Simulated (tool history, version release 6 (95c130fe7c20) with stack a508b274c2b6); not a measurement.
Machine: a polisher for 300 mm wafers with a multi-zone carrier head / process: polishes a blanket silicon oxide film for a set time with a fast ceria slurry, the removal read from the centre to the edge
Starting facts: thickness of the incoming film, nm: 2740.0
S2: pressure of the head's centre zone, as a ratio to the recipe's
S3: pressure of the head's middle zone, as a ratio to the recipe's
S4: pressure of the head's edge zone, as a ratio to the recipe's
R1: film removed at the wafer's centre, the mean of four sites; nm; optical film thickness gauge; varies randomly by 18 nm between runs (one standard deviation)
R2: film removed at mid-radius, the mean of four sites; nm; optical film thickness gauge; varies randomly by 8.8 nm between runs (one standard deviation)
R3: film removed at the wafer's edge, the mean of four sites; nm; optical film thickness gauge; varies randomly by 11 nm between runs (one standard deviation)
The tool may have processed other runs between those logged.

Run 1, hour 0.0: flow of slurry (ml/min) 180, S2 1.00, S3 1.00, S4 1.00, polishing time (s) 69. Result: R1 1144.20 nm, R2 1073.00 nm, R3 1066.70 nm.
Run 2, hour 1.0: flow of slurry (ml/min) 185, S2 0.99, S3 1.00, S4 1.03, polishing time (s) 71. Result: R1 1109.10 nm, R2 1104.70 nm, R3 1122.00 nm.
Run 3, hour 2.8: flow of slurry (ml/min) 185, S2 0.99, S3 1.00, S4 0.99, polishing time (s) 71. Result: R1 1121.70 nm, R2 1109.20 nm, R3 1102.10 nm.
Run 4, hour 7.9: flow of slurry (ml/min) 165, S2 0.99, S3 1.00, S4 0.99, polishing time (s) 71. Result: R1 1107.00 nm, R2 1081.10 nm, R3 1095.10 nm.
Run 5, hour 12.3: flow of slurry (ml/min) 165, S2 0.99, S3 1.00, S4 0.99, polishing time (s) 55. Result: R1 858.88 nm, R2 836.85 nm, R3 856.58 nm.
Run 6, hour 16.4: flow of slurry (ml/min) 165, S2 0.92, S3 1.00, S4 0.99, polishing time (s) 55. Result: R1 798.59 nm, R2 850.93 nm, R3 842.98 nm.
Run 7, hour 19.1: flow of slurry (ml/min) 160, S2 0.93, S3 1.00, S4 1.01, polishing time (s) 59. Result: R1 899.06 nm, R2 884.70 nm, R3 917.51 nm.
Run 8, hour 28.1: flow of slurry (ml/min) 160, S2 0.91, S3 1.01, S4 1.03, polishing time (s) 62. Result: R1 922.43 nm, R2 951.54 nm, R3 983.39 nm.
Run 9, hour 37.0: flow of slurry (ml/min) 210, S2 0.95, S3 1.00, S4 1.13, polishing time (s) 80. Result: R1 1254.40 nm, R2 1274.70 nm, R3 1334.80 nm.
Run 10, hour 40.4: flow of slurry (ml/min) 210, S2 0.95, S3 1.00, S4 1.14, polishing time (s) 80. Result: R1 1258.40 nm, R2 1255.10 nm, R3 1342.70 nm.

What does the tool deliver on the next run?
Run 11, hour 41.5: flow of slurry (ml/min) 210, S2 0.95, S3 1.00, S4 1.15, polishing time (s) 80. Result: R1 ?, R2 ?, R3 ?.

{"run 11": {"R1": 1269.1, "R2": 1271.6, "R3": 1360.0}}
